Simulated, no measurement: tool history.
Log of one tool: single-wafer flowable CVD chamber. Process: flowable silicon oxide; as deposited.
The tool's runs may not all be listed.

run,hour,heater temperature setpoint (°C),chamber pressure (mTorr),RF power (W),deposition time (s),mean film thickness on the monitor wafer (Å)
1,0,100,885,1835,689,4495.6
2,4.4,100,753,1835,689,3910.5
3,7.7,97,754,1835,689,4254.2
4,12.8,97,754,1835,653,4006
5,15.9,97,692,1835,653,3741.6
6,22.6,93,693,1835,653,4256.2

Run 7 comes next. What will it give?
7,27.9,90,694,1835,653,?

{"run 7": {"mean film thickness on the monitor wafer (Å)": 4724.1}}
